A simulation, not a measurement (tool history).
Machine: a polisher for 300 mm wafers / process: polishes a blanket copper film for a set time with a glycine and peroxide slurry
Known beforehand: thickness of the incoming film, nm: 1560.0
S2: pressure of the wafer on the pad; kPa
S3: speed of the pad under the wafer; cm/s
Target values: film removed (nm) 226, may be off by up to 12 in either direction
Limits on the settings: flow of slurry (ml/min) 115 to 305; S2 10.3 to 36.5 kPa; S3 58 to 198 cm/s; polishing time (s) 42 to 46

{"run": 1, "hour": 0.0, "flow of slurry (ml/min)": 195, "S2": 23.4, "S3": 128, "polishing time (s)": 46, "film removed (nm)": 317.76}
{"run": 2, "hour": 6.4, "flow of slurry (ml/min)": 195, "S2": 23.4, "S3": 128, "polishing time (s)": 42, "film removed (nm)": 279.15}
{"run": 3, "hour": 11.3, "flow of slurry (ml/min)": 195, "S2": 22.8, "S3": 128, "polishing time (s)": 42, "film removed (nm)": 271.55}
{"run": 4, "hour": 12.5, "flow of slurry (ml/min)": 195, "S2": 22.8, "S3": 148, "polishing time (s)": 42, "film removed (nm)": 307.04}
{"run": 5, "hour": 13.2, "flow of slurry (ml/min)": 195, "S2": 18.6, "S3": 148, "polishing time (s)": 42, "film removed (nm)": 259.08}
{"run": 6, "hour": 19.4, "flow of slurry (ml/min)": 230, "S2": 18.6, "S3": 148, "polishing time (s)": 42, "film removed (nm)": 259.71}
{"run": 7, "hour": 25.8, "flow of slurry (ml/min)": 230, "S2": 17.9, "S3": 148, "polishing time (s)": 42, "film removed (nm)": 258.28}
{"run": 8, "hour": 27.5, "flow of slurry (ml/min)": 230, "S2": 17.2, "S3": 148, "polishing time (s)": 42, "film removed (nm)": 243.44}
{"run": 9, "hour": 32.8, "flow of slurry (ml/min)": 230, "S2": 17.2, "S3": 148, "polishing time (s)": 42, "film removed (nm)": 245.33}

Which of these 4 next moves meets every target?
{"run": "A", "hour": 38.1, "flow of slurry (ml/min)": 235, "S2": 17.2, "S3": 112, "polishing time (s)": 46, "film removed (nm)": "?"}
{"run": "B", "hour": 38.1, "flow of slurry (ml/min)": 270, "S2": 17.2, "S3": 160, "polishing time (s)": 42, "film removed (nm)": "?"}
{"run": "C", "hour": 38.1, "flow of slurry (ml/min)": 225, "S2": 16.5, "S3": 166, "polishing time (s)": 42, "film removed (nm)": "?"}
{"run": "D", "hour": 38.1, "flow of slurry (ml/min)": 280, "S2": 16.5, "S3": 166, "polishing time (s)": 42, "film removed (nm)": "?"}

move=A film_removed_(nm)=222.48
move=B film_removed_(nm)=266.48
move=C film_removed_(nm)=259.01
move=D film_removed_(nm)=265.43
A: every result lands within tolerance
B: moves away from the targets compared with the last run
C: moves away from the targets compared with the last run
D: moves away from the targets compared with the last run
Answer: A
